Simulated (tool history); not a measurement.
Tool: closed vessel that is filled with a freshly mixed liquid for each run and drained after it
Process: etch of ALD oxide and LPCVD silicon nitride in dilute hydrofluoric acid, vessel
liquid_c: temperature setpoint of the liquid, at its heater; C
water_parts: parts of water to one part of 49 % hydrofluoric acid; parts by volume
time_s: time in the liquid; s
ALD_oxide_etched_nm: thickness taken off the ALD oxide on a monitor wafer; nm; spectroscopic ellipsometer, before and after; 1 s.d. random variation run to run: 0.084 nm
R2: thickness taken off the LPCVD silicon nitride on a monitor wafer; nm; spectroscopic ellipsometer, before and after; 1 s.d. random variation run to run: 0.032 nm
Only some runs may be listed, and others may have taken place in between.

run 1 hour=0 | liquid_c=21 water_parts=240 time_s=475 | ALD_oxide_etched_nm=23.444 R2=0.73257
run 2 hour=6.3 | liquid_c=21 water_parts=245 time_s=475 | ALD_oxide_etched_nm=22.694 R2=0.70037
run 3 hour=12 | liquid_c=22 water_parts=245 time_s=475 | ALD_oxide_etched_nm=23.762 R2=0.77647
run 4 hour=18.6 | liquid_c=25.5 water_parts=245 time_s=475 | ALD_oxide_etched_nm=26.897 R2=1.0043
run 5 hour=21.3 | liquid_c=25.5 water_parts=180 time_s=475 | ALD_oxide_etched_nm=39.667 R2=1.289
-- hour=27.8 hydrofluoric acid flow meter replaced
run 6 hour=27.8 | liquid_c=25.5 water_parts=180 time_s=385 | ALD_oxide_etched_nm=37.515 R2=1.3035
run 7 hour=28.4 | liquid_c=24 water_parts=195 time_s=380 | ALD_oxide_etched_nm=31.707 R2=1.0589
run 8 hour=32 | liquid_c=23 water_parts=205 time_s=380 | ALD_oxide_etched_nm=28.589 R2=0.94574
run 9 hour=35.5 | liquid_c=23 water_parts=205 time_s=380 | ALD_oxide_etched_nm=28.928 R2=0.97191

Forecast run 10:
run 10 hour=43.1 | liquid_c=22 water_parts=210 time_s=370 | ALD_oxide_etched_nm=? R2=?

ALD_oxide_etched_nm: 26.078 nm
R2: 0.78652 nm

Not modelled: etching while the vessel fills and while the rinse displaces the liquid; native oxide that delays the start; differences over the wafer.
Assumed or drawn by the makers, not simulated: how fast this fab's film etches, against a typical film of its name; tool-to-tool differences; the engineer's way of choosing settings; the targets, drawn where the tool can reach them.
